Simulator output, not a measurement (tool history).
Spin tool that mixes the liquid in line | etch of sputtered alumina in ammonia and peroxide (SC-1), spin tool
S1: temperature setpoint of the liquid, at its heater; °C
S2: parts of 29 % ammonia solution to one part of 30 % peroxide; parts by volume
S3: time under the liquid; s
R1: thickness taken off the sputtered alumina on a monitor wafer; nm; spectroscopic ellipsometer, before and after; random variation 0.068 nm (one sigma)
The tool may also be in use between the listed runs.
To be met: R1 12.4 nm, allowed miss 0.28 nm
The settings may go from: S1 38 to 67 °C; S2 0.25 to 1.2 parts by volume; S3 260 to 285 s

Run 1, hour 0: S1 51 °C, S2 0.95 parts by volume, S3 260 s. Result: R1 15.853 nm.
Run 2, hour 8.8: S1 51 °C, S2 0.95 parts by volume, S3 285 s. Result: R1 17.591 nm.
Run 3, hour 12.7: S1 50 °C, S2 0.95 parts by volume, S3 285 s. Result: R1 16.484 nm.
Run 4, hour 13.5: S1 50 °C, S2 0.95 parts by volume, S3 260 s. Result: R1 14.964 nm.
Run 5, hour 15: S1 49.5 °C, S2 0.95 parts by volume, S3 260 s. Result: R1 14.724 nm.
Run 6, hour 16.5: S1 56.5 °C, S2 0.95 parts by volume, S3 260 s. Result: R1 21.358 nm.
At hour 20.5: heated supply line repaired.
Run 7, hour 20.5: S1 55 °C, S2 0.95 parts by volume, S3 260 s. Result: R1 23.668 nm.
Run 8, hour 27.6: S1 54 °C, S2 0.95 parts by volume, S3 260 s. Result: R1 22.298 nm.
Run 9, hour 35.4: S1 46 °C, S2 0.9 parts by volume, S3 260 s. Result: R1 14.285 nm.
Run 10, hour 42.7: S1 45.5 °C, S2 0.9 parts by volume, S3 260 s. Result: R1 13.854 nm.
Run 11, hour 49.5: S1 45 °C, S2 0.9 parts by volume, S3 260 s. Result: R1 13.526 nm.
Run 12, hour 56.9: S1 45 °C, S2 0.9 parts by volume, S3 260 s. Result: R1 13.344 nm.
Run 13, hour 58.1: S1 44.5 °C, S2 0.9 parts by volume, S3 260 s. Result: R1 13.176 nm.

Which of these 4 next moves meets every target?
Run A, hour 59.3: S1 45.5 °C, S2 1 parts by volume, S3 260 s. Result: R1 ?.
Run B, hour 59.3: S1 43.5 °C, S2 0.85 parts by volume, S3 260 s. Result: R1 ?.
Run C, hour 59.3: S1 43.5 °C, S2 1.2 parts by volume, S3 285 s. Result: R1 ?.
Run D, hour 59.3: S1 43.5 °C, S2 1 parts by volume, S3 285 s. Result: R1 ?.

move      R1
   A   13.98
   B  12.278
   C   13.91
   D  13.669
A: further off than the last run
B: meets every target
C: further off than the last run
D: further off than the last run
The right move is B.

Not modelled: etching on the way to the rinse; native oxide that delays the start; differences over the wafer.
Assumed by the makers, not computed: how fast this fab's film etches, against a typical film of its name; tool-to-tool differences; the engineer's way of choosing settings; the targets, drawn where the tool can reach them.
